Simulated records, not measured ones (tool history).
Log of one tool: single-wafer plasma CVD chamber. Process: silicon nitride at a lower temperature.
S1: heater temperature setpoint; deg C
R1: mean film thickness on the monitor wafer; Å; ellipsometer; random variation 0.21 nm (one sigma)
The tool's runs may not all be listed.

run 1 hour=0 | S1=360 chamber_pressure_(mTorr)=1960 RF_power_(W)=390 deposition_time_(s)=40.3 | R1=566.04
run 2 hour=4.9 | S1=360 chamber_pressure_(mTorr)=1960 RF_power_(W)=350 deposition_time_(s)=40.3 | R1=521.81
run 3 hour=11 | S1=368 chamber_pressure_(mTorr)=1960 RF_power_(W)=350 deposition_time_(s)=40.3 | R1=515.05
run 4 hour=12 | S1=368 chamber_pressure_(mTorr)=1840 RF_power_(W)=345 deposition_time_(s)=40.3 | R1=500.27
run 5 hour=12.9 | S1=368 chamber_pressure_(mTorr)=1840 RF_power_(W)=385 deposition_time_(s)=40.3 | R1=551.89
run 6 hour=15.2 | S1=368 chamber_pressure_(mTorr)=1840 RF_power_(W)=410 deposition_time_(s)=40.3 | R1=578.65
run 7 hour=18.4 | S1=368 chamber_pressure_(mTorr)=1840 RF_power_(W)=410 deposition_time_(s)=40.3 | R1=578.26

The next listed run, before its measurement:
run 8 hour=21.6 | S1=368 chamber_pressure_(mTorr)=1730 RF_power_(W)=390 deposition_time_(s)=40.3 | R1=?

Run 8 gave R1 546.3 Å.
